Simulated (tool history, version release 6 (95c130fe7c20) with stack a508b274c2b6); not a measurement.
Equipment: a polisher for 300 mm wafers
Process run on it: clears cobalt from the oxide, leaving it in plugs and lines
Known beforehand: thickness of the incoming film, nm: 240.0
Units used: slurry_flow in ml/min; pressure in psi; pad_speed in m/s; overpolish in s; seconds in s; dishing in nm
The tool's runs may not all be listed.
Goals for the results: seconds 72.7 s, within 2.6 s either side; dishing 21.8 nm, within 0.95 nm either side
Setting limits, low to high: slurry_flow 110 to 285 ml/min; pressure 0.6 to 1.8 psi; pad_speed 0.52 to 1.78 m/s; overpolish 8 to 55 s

Run 1, hour 0: slurry_flow 180 ml/min, pressure 1.2 psi, pad_speed 1.14 m/s, overpolish 28 s. Result: seconds 75.439 s, dishing 54.871 nm.
Run 2, hour 4.9: slurry_flow 160 ml/min, pressure 1.2 psi, pad_speed 1.14 m/s, overpolish 28 s. Result: seconds 77.149 s, dishing 54.203 nm.
Run 3, hour 7.6: slurry_flow 195 ml/min, pressure 1.2 psi, pad_speed 1.14 m/s, overpolish 28 s. Result: seconds 75.064 s, dishing 55.261 nm.
Run 4, hour 15.5: slurry_flow 175 ml/min, pressure 1.2 psi, pad_speed 1.14 m/s, overpolish 23 s. Result: seconds 76.319 s, dishing 48.206 nm.
Run 5, hour 21.7: slurry_flow 175 ml/min, pressure 1.2 psi, pad_speed 1.42 m/s, overpolish 23 s. Result: seconds 61.067 s, dishing 55.512 nm.
Run 6, hour 26.3: slurry_flow 160 ml/min, pressure 1.1 psi, pad_speed 1.44 m/s, overpolish 19 s. Result: seconds 67.025 s, dishing 47.311 nm.
Run 7, hour 28.4: slurry_flow 150 ml/min, pressure 1 psi, pad_speed 1.5 m/s, overpolish 16 s. Result: seconds 72.019 s, dishing 38.957 nm.
Run 8, hour 37: slurry_flow 140 ml/min, pressure 0.9 psi, pad_speed 1.56 m/s, overpolish 14 s. Result: seconds 76.869 s, dishing 32.833 nm.
Run 9, hour 39.3: slurry_flow 135 ml/min, pressure 0.9 psi, pad_speed 1.62 m/s, overpolish 13 s. Result: seconds 74.673 s, dishing 32.927 nm.
Run 10, hour 42.7: slurry_flow 130 ml/min, pressure 0.9 psi, pad_speed 1.66 m/s, overpolish 12 s. Result: seconds 71.915 s, dishing 30.772 nm.
Run 11, hour 48.9: slurry_flow 125 ml/min, pressure 0.9 psi, pad_speed 1.68 m/s, overpolish 11 s. Result: seconds 73.782 s, dishing 28.304 nm.
Run 12, hour 54.3: slurry_flow 110 ml/min, pressure 0.8 psi, pad_speed 1.78 m/s, overpolish 8 s. Result: seconds 79.268 s, dishing 20.591 nm.
Run 13, hour 59.1: slurry_flow 110 ml/min, pressure 0.9 psi, pad_speed 1.78 m/s, overpolish 8 s. Result: seconds 71.007 s, dishing 22.822 nm.
Run 14, hour 62.8: slurry_flow 110 ml/min, pressure 0.9 psi, pad_speed 1.78 m/s, overpolish 8 s. Result: seconds 69.369 s, dishing 22.331 nm.

4 candidate next runs follow, results not yet known. Just one meets every target within its allowed miss. Identify it.
Run A, hour 66.5: slurry_flow 110 ml/min, pressure 1 psi, pad_speed 1.78 m/s, overpolish 8 s. Result: seconds ?, dishing ?.
Run B, hour 66.5: slurry_flow 110 ml/min, pressure 1.1 psi, pad_speed 1.42 m/s, overpolish 8 s. Result: seconds ?, dishing ?.
Run C, hour 66.5: slurry_flow 130 ml/min, pressure 1 psi, pad_speed 1.44 m/s, overpolish 9 s. Result: seconds ?, dishing ?.
Run D, hour 66.5: slurry_flow 110 ml/min, pressure 1 psi, pad_speed 1.72 m/s, overpolish 8 s. Result: seconds ?, dishing ?.

move  seconds  dishing
   A   62.483     24.8
   B   71.085    22.18
   C    74.94   23.479
   D   64.619   24.094
A: further off than the last run
B: every result lands within tolerance
C: gets the furthest-off result to its target, but another result is out of tolerance
D: further off than the last run
B is the move that brings every result within its allowed miss.

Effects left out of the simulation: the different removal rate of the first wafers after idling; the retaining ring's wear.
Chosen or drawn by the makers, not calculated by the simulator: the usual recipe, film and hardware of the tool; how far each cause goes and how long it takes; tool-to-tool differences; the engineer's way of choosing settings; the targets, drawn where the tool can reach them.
